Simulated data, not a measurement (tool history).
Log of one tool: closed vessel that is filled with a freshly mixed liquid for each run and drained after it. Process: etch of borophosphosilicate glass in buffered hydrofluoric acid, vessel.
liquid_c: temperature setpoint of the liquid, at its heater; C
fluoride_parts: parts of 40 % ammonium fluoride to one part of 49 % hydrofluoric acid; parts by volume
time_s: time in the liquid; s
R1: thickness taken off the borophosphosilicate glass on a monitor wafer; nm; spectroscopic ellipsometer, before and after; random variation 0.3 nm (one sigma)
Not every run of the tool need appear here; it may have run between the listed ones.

run 1 hour=0 | liquid_c=21 fluoride_parts=15.5 time_s=85 | R1=63.579
run 2 hour=8.8 | liquid_c=20.5 fluoride_parts=15.5 time_s=85 | R1=60.833
run 3 hour=18.1 | liquid_c=20.5 fluoride_parts=15.5 time_s=95 | R1=68.987
run 4 hour=26.2 | liquid_c=20.5 fluoride_parts=12.5 time_s=95 | R1=84.28
run 5 hour=32.8 | liquid_c=20 fluoride_parts=13.5 time_s=95 | R1=75.68
run 6 hour=33.8 | liquid_c=19.5 fluoride_parts=14.5 time_s=95 | R1=69.745
run 7 hour=37.2 | liquid_c=19 fluoride_parts=15 time_s=95 | R1=64.46

What will run 8 give?
run 8 hour=42 | liquid_c=18.5 fluoride_parts=15.5 time_s=95 | R1=?

Run 8 measured R1 61.497 nm.

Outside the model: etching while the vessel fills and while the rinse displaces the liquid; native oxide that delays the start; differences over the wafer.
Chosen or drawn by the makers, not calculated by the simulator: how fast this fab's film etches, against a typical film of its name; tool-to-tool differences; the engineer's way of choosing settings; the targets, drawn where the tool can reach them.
